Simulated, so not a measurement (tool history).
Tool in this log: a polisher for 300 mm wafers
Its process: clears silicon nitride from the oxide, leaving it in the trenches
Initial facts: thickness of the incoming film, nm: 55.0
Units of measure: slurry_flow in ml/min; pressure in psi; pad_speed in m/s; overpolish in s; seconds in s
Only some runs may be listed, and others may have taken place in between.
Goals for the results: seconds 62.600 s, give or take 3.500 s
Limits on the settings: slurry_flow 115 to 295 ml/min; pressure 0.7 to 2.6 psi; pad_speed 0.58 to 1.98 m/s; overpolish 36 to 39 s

run	hour	slurry_flow	pressure	pad_speed	overpolish	seconds
1	0.0	190	1.6	1.28	36	101.730
2	6.1	190	1.6	1.42	36	92.562
3	14.2	190	1.8	1.44	36	80.863
4	15.2	165	1.8	1.44	36	82.940
5	19.4	165	1.9	1.46	36	75.711
6	22.0	165	2.0	1.46	36	72.563
7	26.9	165	2.1	1.46	36	71.368
8	29.7	165	2.2	1.46	36	66.748

Below are 4 possible settings for the next run. Only one of them brings all results inside the allowed miss of their targets. Which is it?
A	32.5	135	2.1	1.46	36	?
B	32.5	170	2.5	1.16	36	?
C	32.5	195	2.2	1.32	38	?
D	32.5	250	2.6	1.22	39	?

move	seconds
A	73.364
B	74.656
C	73.780
D	65.668
A: misses by more than the last run did
B: misses by more than the last run did
C: misses by more than the last run did
D: in spec on every target
D meets every target.
